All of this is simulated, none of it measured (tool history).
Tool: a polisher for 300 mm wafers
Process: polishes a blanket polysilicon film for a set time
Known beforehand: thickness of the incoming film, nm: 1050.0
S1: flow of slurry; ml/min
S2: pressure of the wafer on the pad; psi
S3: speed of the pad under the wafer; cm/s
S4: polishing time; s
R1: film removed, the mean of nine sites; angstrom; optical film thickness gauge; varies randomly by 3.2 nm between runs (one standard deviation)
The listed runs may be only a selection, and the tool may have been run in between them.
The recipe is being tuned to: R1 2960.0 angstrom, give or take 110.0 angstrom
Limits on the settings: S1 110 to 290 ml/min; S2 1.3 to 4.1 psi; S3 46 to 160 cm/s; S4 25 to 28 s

Run 1, day 0.000: S1 185 ml/min, S2 2.7 psi, S3 102 cm/s, S4 28 s. Result: R1 2306.3 angstrom.
Run 2, day 0.288: S1 185 ml/min, S2 2.7 psi, S3 82 cm/s, S4 28 s. Result: R1 1829.2 angstrom.
Run 3, day 0.658: S1 185 ml/min, S2 2.7 psi, S3 82 cm/s, S4 25 s. Result: R1 1637.9 angstrom.
Run 4, day 0.696: S1 215 ml/min, S2 2.7 psi, S3 82 cm/s, S4 25 s. Result: R1 1657.3 angstrom.
Run 5, day 1.050: S1 215 ml/min, S2 2.7 psi, S3 100 cm/s, S4 25 s. Result: R1 2037.7 angstrom.
Run 6, day 1.262: S1 215 ml/min, S2 2.8 psi, S3 100 cm/s, S4 25 s. Result: R1 2076.5 angstrom.
Run 7, day 1.475: S1 225 ml/min, S2 3.5 psi, S3 102 cm/s, S4 25 s. Result: R1 2611.5 angstrom.
Run 8, day 1.588: S1 225 ml/min, S2 3.6 psi, S3 102 cm/s, S4 25 s. Result: R1 2695.8 angstrom.
Run 9, day 1.688: S1 225 ml/min, S2 3.8 psi, S3 102 cm/s, S4 25 s. Result: R1 2868.8 angstrom.

Exercise: of the 4 proposed moves below, exactly one satisfies all targets within the stated allowed misses. Which move is it?
Run A, day 1.788: S1 240 ml/min, S2 4.1 psi, S3 82 cm/s, S4 28 s. Result: R1 ?.
Run B, day 1.788: S1 240 ml/min, S2 4.1 psi, S3 88 cm/s, S4 28 s. Result: R1 ?.
Run C, day 1.788: S1 225 ml/min, S2 3.8 psi, S3 82 cm/s, S4 28 s. Result: R1 ?.
Run D, day 1.788: S1 235 ml/min, S2 3.4 psi, S3 108 cm/s, S4 25 s. Result: R1 ?.

move      R1
   A  2784.7
   B  2980.9
   C  2579.2
   D  2732.6
A: its largest miss is bigger than the last run's
B: meets every target
C: its largest miss is bigger than the last run's
D: its largest miss is bigger than the last run's
The right move is B.

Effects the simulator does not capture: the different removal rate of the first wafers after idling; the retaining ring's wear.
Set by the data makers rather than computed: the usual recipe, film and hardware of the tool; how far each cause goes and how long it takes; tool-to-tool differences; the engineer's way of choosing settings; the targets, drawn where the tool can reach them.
